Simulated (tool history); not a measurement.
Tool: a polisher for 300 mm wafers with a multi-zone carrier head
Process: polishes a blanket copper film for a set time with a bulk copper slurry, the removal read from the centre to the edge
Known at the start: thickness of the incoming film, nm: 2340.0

| run | hour | flow of slurry (ml/min) | pressure of the head's centre zone | pressure of the head's middle zone | pressure of the head's edge zone | abrasive content of the slurry | polishing time (s) | film removed at the wafer's centre (Å) | film removed at mid-radius (Å) | film removed at the wafer's edge (Å) |
|---|---|---|---|---|---|---|---|---|---|---|
| 1 | 0 | 160 | 1 | 1 | 1 | 1 | 39 | 2628.6 | 2689.8 | 2780.2 |
| 2 | 2.4 | 160 | 1.03 | 1 | 1 | 1 | 39 | 2785.9 | 2703.7 | 2809.5 |
| 3 | 9.4 | 145 | 0.97 | 0.95 | 0.98 | 0.85 | 36 | 2361.3 | 2262.4 | 2369.7 |
| 4 | 18.1 | 145 | 0.97 | 0.95 | 0.98 | 0.7 | 36 | 2248.7 | 2225.6 | 2372.4 |
| 5 | 22 | 145 | 0.97 | 0.9 | 0.98 | 0.7 | 36 | 2241.5 | 2156.6 | 2339.3 |
| 6 | 30.7 | 115 | 0.97 | 0.9 | 0.98 | 0.7 | 36 | 2081.7 | 1999.4 | 2292.3 |
| 7 | 34 | 110 | 0.92 | 0.9 | 0.98 | 0.65 | 34 | 1833.2 | 1862.7 | 2076.7 |

Forecast run 8:
| 8 | 38.9 | 105 | 0.89 | 0.88 | 0.99 | 0.6 | 33 | ? | ? | ? |

Run 8 gave film removed at the wafer's centre (Å) 1704.2, film removed at mid-radius (Å) 1753.9, film removed at the wafer's edge (Å) 2037.4.
